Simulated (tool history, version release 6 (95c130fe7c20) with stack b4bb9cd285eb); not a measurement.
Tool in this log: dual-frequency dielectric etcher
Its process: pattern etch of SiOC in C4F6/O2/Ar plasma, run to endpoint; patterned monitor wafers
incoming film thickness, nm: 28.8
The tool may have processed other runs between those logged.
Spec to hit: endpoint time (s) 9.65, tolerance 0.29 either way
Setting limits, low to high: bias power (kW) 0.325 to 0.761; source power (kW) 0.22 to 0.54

| run | hour | bias power (kW) | source power (kW) | endpoint time (s) |
|---|---|---|---|---|
| 1 | 0 | 0.543 | 0.38 | 11.168 |
| 2 | 2.1 | 0.543 | 0.32 | 11.641 |
| 3 | 4.8 | 0.46 | 0.32 | 12.172 |
| 4 | 6.5 | 0.46 | 0.39 | 11.502 |
| 5 | 8.7 | 0.512 | 0.42 | 11.006 |
| 6 | 16.3 | 0.554 | 0.44 | 10.363 |
| 7 | 21.5 | 0.575 | 0.45 | 10.386 |
| 8 | 25.1 | 0.598 | 0.46 | 10.201 |
| 9 | 30.4 | 0.615 | 0.47 | 9.9529 |

Next run, 5 choices. One meets every target within its allowed miss, the rest don't. Which?
| A | 35.7 | 0.691 | 0.39 | ? |
| B | 35.7 | 0.722 | 0.53 | ? |
| C | 35.7 | 0.643 | 0.5 | ? |
| D | 35.7 | 0.516 | 0.48 | ? |
| E | 35.7 | 0.501 | 0.5 | ? |

| move | endpoint time (s) |
|---|---|
| A | 10.152 |
| B | 9.1638 |
| C | 9.7103 |
| D | 10.594 |
| E | 10.572 |
A: lands further from the targets than the last run did
B: carries the result that was furthest off beyond its target, to the other side
C: meets every target
D: lands further from the targets than the last run did
E: lands further from the targets than the last run did
Go with C: it meets all targets.

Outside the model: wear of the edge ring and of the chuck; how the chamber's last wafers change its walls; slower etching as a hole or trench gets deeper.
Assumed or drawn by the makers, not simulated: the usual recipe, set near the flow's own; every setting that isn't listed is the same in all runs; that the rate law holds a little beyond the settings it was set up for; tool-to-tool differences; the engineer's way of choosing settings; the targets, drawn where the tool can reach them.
